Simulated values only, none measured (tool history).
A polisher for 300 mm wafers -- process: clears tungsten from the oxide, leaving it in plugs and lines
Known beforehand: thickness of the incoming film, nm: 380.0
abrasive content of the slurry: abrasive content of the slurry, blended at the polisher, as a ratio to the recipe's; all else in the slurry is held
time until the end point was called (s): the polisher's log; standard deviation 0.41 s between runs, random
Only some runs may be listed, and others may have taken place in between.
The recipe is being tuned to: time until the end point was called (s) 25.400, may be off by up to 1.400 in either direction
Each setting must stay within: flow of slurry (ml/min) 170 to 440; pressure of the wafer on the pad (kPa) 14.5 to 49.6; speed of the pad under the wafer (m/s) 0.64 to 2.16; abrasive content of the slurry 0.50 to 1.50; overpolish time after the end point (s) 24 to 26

run	day	flow of slurry (ml/min)	pressure of the wafer on the pad (kPa)	speed of the pad under the wafer (m/s)	abrasive content of the slurry	overpolish time after the end point (s)	time until the end point was called (s)
1	0.000	280	31.7	1.40	1.00	24	39.154
2	0.300	280	31.7	1.40	1.15	24	39.277
3	0.446	280	33.8	1.42	1.15	24	36.079
4	0.808	280	33.8	1.42	1.05	24	36.858
5	1.058	230	33.8	1.42	1.05	24	37.353
6	1.371	230	33.8	1.26	1.05	24	43.238
7	1.483	230	36.5	1.28	1.05	24	38.576
8	1.696	230	38.6	1.28	1.05	24	35.929
9	1.779	230	40.7	1.28	1.05	24	35.456
10	1.829	230	42.1	1.32	1.05	24	32.375
11	2.046	230	43.4	1.34	1.05	24	30.209
12	2.233	230	44.1	1.34	1.05	24	30.931
13	2.300	230	44.8	1.36	1.05	24	30.005
# day 2.542: slurry blender recalibrated
14	2.542	230	45.5	1.38	1.05	24	27.269

Which single option among these 4 for the next run brings every result within its allowed miss of target? Just one does.
A	2.783	175	49.6	1.40	1.00	26	?
B	2.783	170	44.1	1.46	0.90	24	?
C	2.783	240	46.2	1.16	1.00	24	?
D	2.783	250	49.6	1.08	1.05	24	?

move	time until the end point was called (s)
A	25.737
B	28.425
C	31.553
D	31.056
A: every result within its allowed miss
B: moves away from the targets compared with the last run
C: moves away from the targets compared with the last run
D: moves away from the targets compared with the last run
Move A is the one to make.
